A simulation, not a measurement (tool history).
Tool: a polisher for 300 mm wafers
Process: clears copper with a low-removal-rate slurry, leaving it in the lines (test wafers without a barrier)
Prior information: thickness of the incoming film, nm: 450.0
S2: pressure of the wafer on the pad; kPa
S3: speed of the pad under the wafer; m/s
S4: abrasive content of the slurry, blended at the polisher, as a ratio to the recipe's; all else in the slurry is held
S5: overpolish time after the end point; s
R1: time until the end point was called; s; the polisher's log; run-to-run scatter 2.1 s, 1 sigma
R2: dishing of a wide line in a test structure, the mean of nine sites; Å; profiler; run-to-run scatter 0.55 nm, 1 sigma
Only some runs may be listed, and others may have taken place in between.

{"run": 1, "hour": 0.0, "flow of slurry (ml/min)": 185, "S2": 25.5, "S3": 1.24, "S4": 1.0, "S5": 24, "R1": 102.56, "R2": 600.17}
{"run": 2, "hour": 1.1, "flow of slurry (ml/min)": 185, "S2": 25.5, "S3": 1.56, "S4": 1.0, "S5": 24, "R1": 83.372, "R2": 672.19}
{"run": 3, "hour": 9.1, "flow of slurry (ml/min)": 185, "S2": 25.5, "S3": 1.56, "S4": 1.0, "S5": 30, "R1": 83.97, "R2": 772.52}
{"run": 4, "hour": 14.6, "flow of slurry (ml/min)": 185, "S2": 23.4, "S3": 1.56, "S4": 1.0, "S5": 28, "R1": 88.677, "R2": 711.87}
{"run": 5, "hour": 18.6, "flow of slurry (ml/min)": 185, "S2": 23.4, "S3": 1.56, "S4": 0.8, "S5": 28, "R1": 89.789, "R2": 694.44}
{"run": 6, "hour": 27.3, "flow of slurry (ml/min)": 185, "S2": 22.1, "S3": 1.54, "S4": 0.8, "S5": 26, "R1": 93.797, "R2": 654.69}
{"run": 7, "hour": 36.3, "flow of slurry (ml/min)": 185, "S2": 20.7, "S3": 1.52, "S4": 0.8, "S5": 24, "R1": 101.2, "R2": 595.07}
{"run": 8, "hour": 39.3, "flow of slurry (ml/min)": 185, "S2": 19.3, "S3": 1.52, "S4": 0.8, "S5": 23, "R1": 100.68, "R2": 546.26}
{"run": 9, "hour": 47.3, "flow of slurry (ml/min)": 185, "S2": 17.9, "S3": 1.5, "S4": 0.8, "S5": 23, "R1": 109.49, "R2": 537.46}
{"run": 10, "hour": 52.9, "flow of slurry (ml/min)": 185, "S2": 17.2, "S3": 1.5, "S4": 0.8, "S5": 22, "R1": 112.46, "R2": 502.2}
{"run": 11, "hour": 55.3, "flow of slurry (ml/min)": 185, "S2": 17.2, "S3": 1.5, "S4": 0.8, "S5": 22, "R1": 111.92, "R2": 512.8}
{"run": 12, "hour": 63.2, "flow of slurry (ml/min)": 185, "S2": 16.5, "S3": 1.5, "S4": 0.8, "S5": 22, "R1": 113.01, "R2": 499.97}
{"run": 13, "hour": 69.2, "flow of slurry (ml/min)": 185, "S2": 15.9, "S3": 1.5, "S4": 0.8, "S5": 22, "R1": 116.1, "R2": 509.69}
{"run": 14, "hour": 77.2, "flow of slurry (ml/min)": 185, "S2": 15.9, "S3": 1.5, "S4": 0.8, "S5": 22, "R1": 119.69, "R2": 489.38}
{"run": 15, "hour": 81.7, "flow of slurry (ml/min)": 185, "S2": 15.2, "S3": 1.5, "S4": 0.8, "S5": 22, "R1": 122.39, "R2": 474.89}
{"run": 16, "hour": 83.5, "flow of slurry (ml/min)": 185, "S2": 14.5, "S3": 1.5, "S4": 0.8, "S5": 22, "R1": 125.02, "R2": 482.81}
{"run": 17, "hour": 86.5, "flow of slurry (ml/min)": 185, "S2": 14.5, "S3": 1.5, "S4": 0.8, "S5": 22, "R1": 123.47, "R2": 487.76}

Predict the results of run 18:
{"run": 18, "hour": 90.7, "flow of slurry (ml/min)": 185, "S2": 13.8, "S3": 1.5, "S4": 0.8, "S5": 21, "R1": "?", "R2": "?"}

R1: 126.480 s
R2: 456.42 Å

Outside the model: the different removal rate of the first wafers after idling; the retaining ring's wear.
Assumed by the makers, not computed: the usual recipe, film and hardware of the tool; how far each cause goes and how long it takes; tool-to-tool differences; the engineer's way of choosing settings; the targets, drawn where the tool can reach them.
